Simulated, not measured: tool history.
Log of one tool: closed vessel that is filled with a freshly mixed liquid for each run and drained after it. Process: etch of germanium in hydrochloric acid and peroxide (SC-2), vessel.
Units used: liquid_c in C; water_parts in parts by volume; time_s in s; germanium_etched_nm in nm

{"run": 1, "day": 0.0, "liquid_c": 64, "water_parts": 9, "time_s": 90, "germanium_etched_nm": 665.56}
{"run": 2, "day": 0.071, "liquid_c": 64, "water_parts": 12, "time_s": 90, "germanium_etched_nm": 634.85}
{"run": 3, "day": 0.392, "liquid_c": 64, "water_parts": 12, "time_s": 90, "germanium_etched_nm": 633.08}
{"run": 4, "day": 0.675, "liquid_c": 64, "water_parts": 11, "time_s": 90, "germanium_etched_nm": 649.8}
{"run": 5, "day": 1.017, "liquid_c": 64, "water_parts": 11, "time_s": 90, "germanium_etched_nm": 645.72}
{"run": 6, "day": 1.196, "liquid_c": 64, "water_parts": 9.5, "time_s": 90, "germanium_etched_nm": 661.36}
{"run": 7, "day": 1.479, "liquid_c": 61.5, "water_parts": 9.5, "time_s": 90, "germanium_etched_nm": 609.89}

Expected results for the next run?
{"run": 8, "day": 1.508, "liquid_c": 60, "water_parts": 9.5, "time_s": 90, "germanium_etched_nm": "?"}

germanium_etched_nm: 592.8 nm

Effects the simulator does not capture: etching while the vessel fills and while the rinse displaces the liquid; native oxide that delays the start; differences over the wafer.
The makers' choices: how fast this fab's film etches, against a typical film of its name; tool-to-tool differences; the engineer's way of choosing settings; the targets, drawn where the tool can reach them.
